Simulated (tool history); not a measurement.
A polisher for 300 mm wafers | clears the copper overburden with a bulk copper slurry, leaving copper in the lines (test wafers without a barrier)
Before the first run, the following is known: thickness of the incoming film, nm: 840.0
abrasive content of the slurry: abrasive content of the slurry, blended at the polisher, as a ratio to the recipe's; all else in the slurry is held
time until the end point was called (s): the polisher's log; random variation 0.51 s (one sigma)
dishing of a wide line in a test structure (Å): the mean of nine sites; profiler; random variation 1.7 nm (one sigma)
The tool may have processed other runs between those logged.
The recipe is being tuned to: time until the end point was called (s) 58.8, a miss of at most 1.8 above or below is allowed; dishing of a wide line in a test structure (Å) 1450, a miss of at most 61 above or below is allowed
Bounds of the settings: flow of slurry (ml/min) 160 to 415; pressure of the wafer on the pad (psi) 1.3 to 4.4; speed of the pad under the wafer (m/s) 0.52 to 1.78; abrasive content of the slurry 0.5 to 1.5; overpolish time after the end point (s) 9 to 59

run	hour	flow of slurry (ml/min)	pressure of the wafer on the pad (psi)	speed of the pad under the wafer (m/s)	abrasive content of the slurry	overpolish time after the end point (s)	time until the end point was called (s)	dishing of a wide line in a test structure (Å)
1	0	265	2.8	1.14	1	30	71.37	1416
2	3.5	265	2.8	1.14	1	40	70.854	1555.8
3	8.9	270	2.9	1.14	1	36	68.525	1521.5
4	14.4	275	3	1.14	1	33	66.388	1523.3
5	21.2	275	3	1.28	1	33	58.89	1559
6	23.8	275	3	1	1	33	74.744	1465.5
7	24.5	275	3.1	1.02	1	30	71.757	1435.3
8	33.4	275	3.2	1.02	1	28	69.071	1432.6
9	37.6	275	3.3	1.02	1	27	67.252	1430.7
10	45.5	275	3.4	1.02	1	26	65.819	1420.6

Below are 4 possible settings for the next run. Only one of them brings all results inside the allowed miss of their targets. Which is it?
A	53.4	255	3.3	1.08	0.9	24	?	?
B	53.4	280	4.1	0.88	1.25	23	?	?
C	53.4	295	3.5	1	1.1	26	?	?
D	53.4	235	3.4	1.04	1.05	27	?	?

move	time until the end point was called (s)	dishing of a wide line in a test structure (Å)
A	66.326	1371.5
B	59.692	1477.8
C	63.662	1471.9
D	65.163	1472.1
A: further off than the last run
B: meets every target
C: gains on the last run, yet a result remains outside its allowed miss
D: gains on the last run, yet a result remains outside its allowed miss
Move B is the one to make.
